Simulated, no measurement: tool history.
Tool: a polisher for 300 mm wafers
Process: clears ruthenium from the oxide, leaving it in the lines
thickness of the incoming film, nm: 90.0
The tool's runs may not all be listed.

run  hour  flow of slurry (ml/min)  pressure of the wafer on the pad (psi)  speed of the pad under the wafer (m/s)  overpolish time after the end point (s)  time until the end point was called (s)
  1     0                      135                                     1.7                                    1.18                                       29                                   69.327
  2   8.4                      135                                     1.8                                    1.18                                       29                                   66.242
  3    16                      135                                     2.1                                    1.18                                       29                                   57.452
  4  23.3                      135                                     2.1                                    1.18                                       31                                    58.22
  5    24                      150                                     2.1                                    1.18                                       31                                   57.043
  6  31.1                      150                                     2.2                                     1.2                                       31                                   52.677
  7  36.2                      150                                     2.2                                     1.2                                       31                                   52.421
  8  45.2                      150                                     2.2                                     1.2                                       31                                   53.888
  9  47.7                      150                                     2.3                                    1.22                                       31                                   49.386
 10  52.9                      150                                     2.4                                    1.24                                       31                                   47.309
 11  59.2                      150                                     2.4                                    1.24                                       31                                   47.755
 12  63.6                      150                                     2.4                                    1.26                                       31                                   45.601
 13  71.1                      155                                     2.6                                     1.3                                       31                                   41.894

What does the tool deliver on the next run?
 14  78.8                      155                                     2.6                                    1.32                                       31                                        ?

time until the end point was called (s): 40.605
